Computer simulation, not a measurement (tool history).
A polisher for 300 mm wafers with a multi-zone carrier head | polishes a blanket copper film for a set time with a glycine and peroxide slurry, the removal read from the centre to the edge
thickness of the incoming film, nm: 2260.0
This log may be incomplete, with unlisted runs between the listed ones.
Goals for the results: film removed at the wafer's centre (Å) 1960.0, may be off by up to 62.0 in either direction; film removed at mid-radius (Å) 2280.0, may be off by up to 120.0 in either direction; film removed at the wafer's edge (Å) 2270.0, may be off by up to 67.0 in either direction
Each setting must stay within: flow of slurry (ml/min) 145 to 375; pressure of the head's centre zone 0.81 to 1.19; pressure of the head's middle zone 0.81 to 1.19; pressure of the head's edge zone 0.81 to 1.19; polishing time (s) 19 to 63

| run | hour | flow of slurry (ml/min) | pressure of the head's centre zone | pressure of the head's middle zone | pressure of the head's edge zone | polishing time (s) | film removed at the wafer's centre (Å) | film removed at mid-radius (Å) | film removed at the wafer's edge (Å) |
|---|---|---|---|---|---|---|---|---|---|
| 1 | 0.0 | 240 | 1.00 | 1.00 | 1.00 | 41 | 3115.2 | 3039.0 | 3203.6 |
| 2 | 8.8 | 240 | 1.00 | 1.00 | 1.06 | 41 | 3092.2 | 3170.7 | 3311.7 |
| 3 | 16.5 | 240 | 1.00 | 0.93 | 1.06 | 41 | 3085.3 | 3007.9 | 3287.6 |
| 4 | 19.9 | 235 | 0.98 | 0.95 | 1.03 | 39 | 2911.2 | 2879.7 | 3099.6 |
| 5 | 23.2 | 235 | 0.94 | 0.95 | 1.03 | 39 | 2756.0 | 2918.8 | 3105.3 |
| 6 | 25.8 | 230 | 0.92 | 0.96 | 1.01 | 38 | 2641.0 | 2897.6 | 2953.7 |
| 7 | 34.0 | 185 | 0.82 | 0.88 | 0.91 | 29 | 1746.4 | 1963.8 | 2125.9 |
| 8 | 41.0 | 195 | 0.83 | 0.89 | 0.91 | 29 | 1754.8 | 2009.0 | 2173.7 |
| 9 | 49.8 | 205 | 0.84 | 0.90 | 0.91 | 29 | 1793.3 | 2033.1 | 2145.0 |
| 10 | 51.2 | 210 | 0.85 | 0.91 | 0.92 | 29 | 1835.5 | 2104.8 | 2182.3 |
| 11 | 58.6 | 210 | 0.85 | 0.91 | 0.92 | 29 | 1847.4 | 2080.4 | 2178.7 |
| 12 | 62.6 | 215 | 0.85 | 0.92 | 0.92 | 29 | 1840.2 | 2120.2 | 2193.7 |
| 13 | 66.8 | 220 | 0.85 | 0.92 | 0.92 | 29 | 1848.4 | 2106.6 | 2216.0 |
| 14 | 74.2 | 225 | 0.85 | 0.93 | 0.92 | 29 | 1858.4 | 2124.3 | 2162.3 |
| 15 | 81.8 | 225 | 0.85 | 0.94 | 0.93 | 29 | 1864.2 | 2069.1 | 2205.1 |

4 next moves are on the table. One of them brings every result within its allowed miss. Which?
| A | 89.4 | 280 | 1.02 | 0.92 | 1.19 | 25 | ? | ? | ? |
| B | 89.4 | 195 | 0.86 | 0.96 | 0.88 | 31 | ? | ? | ? |
| C | 89.4 | 225 | 0.94 | 1.01 | 0.88 | 29 | ? | ? | ? |
| D | 89.4 | 195 | 0.95 | 0.98 | 0.96 | 30 | ? | ? | ? |

| move | film removed at the wafer's centre (Å) | film removed at mid-radius (Å) | film removed at the wafer's edge (Å) |
|---|---|---|---|
| A | 1954.0 | 1907.5 | 2135.3 |
| B | 1960.8 | 2333.1 | 2299.3 |
| C | 2040.8 | 2271.5 | 2174.3 |
| D | 2098.1 | 2279.7 | 2294.1 |
A: misses by more than the last run did
B: all results land within tolerance of their targets
C: meets the target for the result that was furthest off, but another lies outside its allowed miss
D: meets the target for the result that was furthest off, but another lies outside its allowed miss
Correct choice: B, which meets every target

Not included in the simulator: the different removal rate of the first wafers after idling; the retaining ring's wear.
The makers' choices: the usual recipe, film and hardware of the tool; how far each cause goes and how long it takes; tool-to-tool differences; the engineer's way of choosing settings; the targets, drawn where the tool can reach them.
